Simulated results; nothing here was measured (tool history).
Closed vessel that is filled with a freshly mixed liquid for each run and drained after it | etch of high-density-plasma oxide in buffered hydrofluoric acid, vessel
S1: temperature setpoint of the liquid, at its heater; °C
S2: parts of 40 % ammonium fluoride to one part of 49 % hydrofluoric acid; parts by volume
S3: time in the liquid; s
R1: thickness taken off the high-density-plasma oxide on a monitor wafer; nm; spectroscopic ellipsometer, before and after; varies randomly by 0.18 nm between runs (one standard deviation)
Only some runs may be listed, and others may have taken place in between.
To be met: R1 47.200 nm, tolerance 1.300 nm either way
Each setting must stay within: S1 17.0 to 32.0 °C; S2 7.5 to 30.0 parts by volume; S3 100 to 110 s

run	hour	S1	S2	S3	R1
1	0.0	25.0	20.5	100	83.270
2	0.9	23.0	20.5	100	74.262
3	9.6	22.0	21.0	100	69.842
4	12.1	22.0	25.0	100	61.542
5	13.6	21.0	25.0	100	58.158
6	22.8	21.0	25.0	110	64.021
7	23.7	20.5	25.5	110	61.487
8	30.8	20.0	26.0	110	58.966

Which single option among these 5 for the next run brings every result within its allowed miss of target? Just one does.
A	37.9	18.0	23.0	100	?
B	37.9	19.5	30.0	105	?
C	37.9	17.0	26.5	110	?
D	37.9	17.0	26.5	105	?
E	37.9	18.5	28.5	110	?

move	R1
A	52.270
B	49.723
C	49.229
D	46.992
E	50.997
A: gains on the last run, yet a result remains outside its allowed miss
B: gains on the last run, yet a result remains outside its allowed miss
C: gains on the last run, yet a result remains outside its allowed miss
D: every result within its allowed miss
E: gains on the last run, yet a result remains outside its allowed miss
Move D is the one to make.
